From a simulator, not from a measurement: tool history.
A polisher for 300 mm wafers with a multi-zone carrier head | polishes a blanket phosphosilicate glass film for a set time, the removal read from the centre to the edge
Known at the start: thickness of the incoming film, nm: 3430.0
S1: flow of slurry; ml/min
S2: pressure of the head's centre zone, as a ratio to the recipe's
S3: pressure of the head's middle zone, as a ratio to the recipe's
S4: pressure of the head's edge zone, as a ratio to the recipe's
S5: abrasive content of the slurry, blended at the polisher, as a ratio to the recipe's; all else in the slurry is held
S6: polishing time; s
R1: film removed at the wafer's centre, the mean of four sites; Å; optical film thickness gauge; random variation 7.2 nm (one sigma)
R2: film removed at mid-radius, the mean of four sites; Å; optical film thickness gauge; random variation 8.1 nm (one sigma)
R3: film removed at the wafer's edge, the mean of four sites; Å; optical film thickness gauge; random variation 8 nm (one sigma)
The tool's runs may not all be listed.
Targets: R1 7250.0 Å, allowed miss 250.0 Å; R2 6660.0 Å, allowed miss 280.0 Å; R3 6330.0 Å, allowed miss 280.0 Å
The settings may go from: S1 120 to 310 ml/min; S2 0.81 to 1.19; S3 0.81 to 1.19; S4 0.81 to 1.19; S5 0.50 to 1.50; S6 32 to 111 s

{"run": 1, "hour": 0.0, "S1": 200, "S2": 1.0, "S3": 1.0, "S4": 1.0, "S5": 1.0, "S6": 71, "R1": 5696.9, "R2": 5666.6, "R3": 5610.8}
{"run": 2, "hour": 3.3, "S1": 210, "S2": 1.04, "S3": 1.02, "S4": 1.02, "S5": 1.05, "S6": 71, "R1": 6069.2, "R2": 5916.6, "R3": 5705.5}
{"run": 3, "hour": 4.2, "S1": 225, "S2": 1.04, "S3": 1.02, "S4": 1.02, "S5": 1.05, "S6": 71, "R1": 6085.4, "R2": 6010.8, "R3": 5806.2}
{"run": 4, "hour": 6.4, "S1": 225, "S2": 1.04, "S3": 0.94, "S4": 1.02, "S5": 1.05, "S6": 71, "R1": 6211.0, "R2": 5595.3, "R3": 5747.3}
{"run": 5, "hour": 10.0, "S1": 230, "S2": 1.06, "S3": 0.96, "S4": 1.03, "S5": 1.1, "S6": 71, "R1": 6190.6, "R2": 5919.2, "R3": 6053.5}
{"run": 6, "hour": 14.8, "S1": 180, "S2": 1.06, "S3": 0.96, "S4": 1.03, "S5": 1.1, "S6": 71, "R1": 6102.1, "R2": 5631.6, "R3": 5836.8}
{"run": 7, "hour": 19.9, "S1": 180, "S2": 1.06, "S3": 0.96, "S4": 1.03, "S5": 1.1, "S6": 71, "R1": 6064.0, "R2": 5737.1, "R3": 5862.7}
{"run": 8, "hour": 22.5, "S1": 190, "S2": 1.1, "S3": 0.98, "S4": 1.03, "S5": 1.15, "S6": 71, "R1": 6568.1, "R2": 6096.4, "R3": 6016.6}
{"run": 9, "hour": 28.9, "S1": 200, "S2": 1.12, "S3": 0.99, "S4": 1.04, "S5": 1.15, "S6": 71, "R1": 6621.2, "R2": 6050.4, "R3": 5958.1}
{"run": 10, "hour": 37.2, "S1": 205, "S2": 1.13, "S3": 1.0, "S4": 1.04, "S5": 1.2, "S6": 71, "R1": 6978.2, "R2": 6296.6, "R3": 6053.1}
{"run": 11, "hour": 37.8, "S1": 210, "S2": 1.13, "S3": 1.01, "S4": 1.05, "S5": 1.2, "S6": 71, "R1": 6916.0, "R2": 6323.2, "R3": 6203.2}
{"run": 12, "hour": 41.6, "S1": 215, "S2": 1.14, "S3": 1.02, "S4": 1.05, "S5": 1.2, "S6": 71, "R1": 6931.0, "R2": 6466.0, "R3": 6337.5}
{"run": 13, "hour": 49.4, "S1": 215, "S2": 1.14, "S3": 1.02, "S4": 1.05, "S5": 1.2, "S6": 71, "R1": 6993.3, "R2": 6355.3, "R3": 6286.1}

Which of these 4 next moves meets every target?
{"run": "A", "hour": 57.2, "S1": 180, "S2": 1.16, "S3": 0.86, "S4": 0.97, "S5": 1.2, "S6": 77, "R1": "?", "R2": "?", "R3": "?"}
{"run": "B", "hour": 57.2, "S1": 240, "S2": 1.19, "S3": 0.91, "S4": 1.12, "S5": 1.1, "S6": 72, "R1": "?", "R2": "?", "R3": "?"}
{"run": "C", "hour": 57.2, "S1": 230, "S2": 1.11, "S3": 0.95, "S4": 1.11, "S5": 1.25, "S6": 68, "R1": "?", "R2": "?", "R3": "?"}
{"run": "D", "hour": 57.2, "S1": 185, "S2": 1.14, "S3": 1.03, "S4": 1.01, "S5": 1.15, "S6": 76, "R1": "?", "R2": "?", "R3": "?"}

move=A R1=7488.4 R2=5923.7 R3=6428.7
move=B R1=7153.8 R2=5767.3 R3=6360.0
move=C R1=6682.6 R2=5942.4 R3=6297.5
move=D R1=7179.3 R2=6683.3 R3=6352.5
A: further off than the last run
B: further off than the last run
C: further off than the last run
D: meets every target
Move D is the one to make.

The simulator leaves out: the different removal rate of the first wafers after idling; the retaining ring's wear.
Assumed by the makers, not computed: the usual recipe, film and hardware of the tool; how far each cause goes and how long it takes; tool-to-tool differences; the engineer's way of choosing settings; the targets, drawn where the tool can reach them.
